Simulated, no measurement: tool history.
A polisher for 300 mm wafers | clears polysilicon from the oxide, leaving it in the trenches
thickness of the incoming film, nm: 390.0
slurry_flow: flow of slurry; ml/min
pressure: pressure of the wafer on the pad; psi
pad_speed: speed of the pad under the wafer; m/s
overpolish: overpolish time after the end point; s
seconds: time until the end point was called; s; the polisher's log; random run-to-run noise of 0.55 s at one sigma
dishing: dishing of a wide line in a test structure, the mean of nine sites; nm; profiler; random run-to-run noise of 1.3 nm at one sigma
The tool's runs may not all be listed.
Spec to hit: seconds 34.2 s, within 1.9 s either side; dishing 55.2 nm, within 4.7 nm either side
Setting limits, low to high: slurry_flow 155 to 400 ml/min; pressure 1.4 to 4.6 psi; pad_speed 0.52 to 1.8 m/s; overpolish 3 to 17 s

run  hour  slurry_flow  pressure  pad_speed  overpolish  seconds  dishing
  1     0          255         3       1.16           9   27.368   58.819
  2   6.7          255       2.9       1.16           9   28.377   61.572
  3    12          320       2.9       1.16           9   28.171   62.204
  4  20.7          320       2.8       1.16           9   27.477   59.083
  5  25.9          320       2.8       1.38           9   24.499   63.488
  6  28.6          320       2.6       1.36           9   25.136   61.664
  7  31.2          320       2.4       1.32           9   28.361   57.529
     37.8  -- worn pad replaced by a new one
  8  37.8          320       2.3        1.3           9   26.258   61.932
  9  42.1          320       2.2        1.2           9   29.276   60.201
 10  48.4          320       2.1       1.16           9   30.768   57.471
 11  51.7          320       2.1       1.16           9    32.18   57.914
 12  60.3          320         2       1.16           9   33.113   57.122

Consider the 4 candidate settings below. Which is the only one whose results all fall within their allowed miss of target?
  A  68.9          395       1.9       1.24           9        ?        ?
  B  68.9          325         2       1.08           9        ?        ?
  C  68.9          270       2.6       0.98          13        ?        ?
  D  68.9          310         2       1.04          16        ?        ?

move  seconds  dishing
   A   31.349    57.53
   B   35.142   54.638
   C   32.798   64.673
   D   36.573   66.462
A: its largest miss is bigger than the last run's
B: every result lands within tolerance
C: brings the last run's worst result on target, with another outside its allowed miss
D: carries the result that was furthest off beyond its target, to the other side
B meets every target.
